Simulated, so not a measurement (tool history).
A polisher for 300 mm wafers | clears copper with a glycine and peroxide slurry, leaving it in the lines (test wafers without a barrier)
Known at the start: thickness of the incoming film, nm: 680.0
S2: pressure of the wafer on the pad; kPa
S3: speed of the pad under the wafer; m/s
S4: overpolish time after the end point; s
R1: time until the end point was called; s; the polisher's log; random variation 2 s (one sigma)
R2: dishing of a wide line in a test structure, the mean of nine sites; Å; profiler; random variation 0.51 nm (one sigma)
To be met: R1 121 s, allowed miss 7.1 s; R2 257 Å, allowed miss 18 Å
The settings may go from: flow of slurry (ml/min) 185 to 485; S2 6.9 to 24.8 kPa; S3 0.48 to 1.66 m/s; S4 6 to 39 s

run 1 hour=0 | flow_of_slurry_(ml/min)=310 S2=15.9 S3=1.06 S4=20 | R1=132.26 R2=619.01
run 2 hour=8.6 | flow_of_slurry_(ml/min)=245 S2=15.9 S3=1.06 S4=20 | R1=134.18 R2=597.85
run 3 hour=15.9 | flow_of_slurry_(ml/min)=245 S2=15.9 S3=1.06 S4=12 | R1=137.48 R2=409.24
run 4 hour=22.5 | flow_of_slurry_(ml/min)=240 S2=15.2 S3=1.12 S4=11 | R1=136.34 R2=387.6
-- hour=30.7 slurry nozzle cleaned
run 5 hour=30.7 | flow_of_slurry_(ml/min)=235 S2=14.5 S3=1.18 S4=10 | R1=134.43 R2=359.22
run 6 hour=37.1 | flow_of_slurry_(ml/min)=230 S2=13.8 S3=1.22 S4=10 | R1=139.36 R2=348.06
run 7 hour=41.6 | flow_of_slurry_(ml/min)=225 S2=13.8 S3=1.26 S4=10 | R1=129.83 R2=350.16
run 8 hour=50.6 | flow_of_slurry_(ml/min)=220 S2=13.1 S3=1.3 S4=10 | R1=138.77 R2=355.31
run 9 hour=52.6 | flow_of_slurry_(ml/min)=215 S2=13.1 S3=1.34 S4=10 | R1=135.6 R2=341.9
run 10 hour=53.3 | flow_of_slurry_(ml/min)=210 S2=13.1 S3=1.38 S4=10 | R1=128.72 R2=355.59
run 11 hour=61.2 | flow_of_slurry_(ml/min)=205 S2=13.1 S3=1.4 S4=10 | R1=138.48 R2=356.44
run 12 hour=67.4 | flow_of_slurry_(ml/min)=235 S2=12.4 S3=1.4 S4=10 | R1=136.28 R2=335.92

Which of these 4 next moves meets every target?
run A hour=73.6 | flow_of_slurry_(ml/min)=220 S2=13.1 S3=1.46 S4=14 | R1=? R2=?
run B hour=73.6 | flow_of_slurry_(ml/min)=190 S2=13.8 S3=1.56 S4=6 | R1=? R2=?
run C hour=73.6 | flow_of_slurry_(ml/min)=360 S2=12.4 S3=1.02 S4=14 | R1=? R2=?
run D hour=73.6 | flow_of_slurry_(ml/min)=200 S2=14.5 S3=1.54 S4=10 | R1=? R2=?

move=A R1=129.75 R2=480.3
move=B R1=121.53 R2=257.92
move=C R1=157.73 R2=418.23
move=D R1=117.88 R2=403.13
A: further off than the last run
B: meets every target
C: further off than the last run
D: further off than the last run
Answer: B

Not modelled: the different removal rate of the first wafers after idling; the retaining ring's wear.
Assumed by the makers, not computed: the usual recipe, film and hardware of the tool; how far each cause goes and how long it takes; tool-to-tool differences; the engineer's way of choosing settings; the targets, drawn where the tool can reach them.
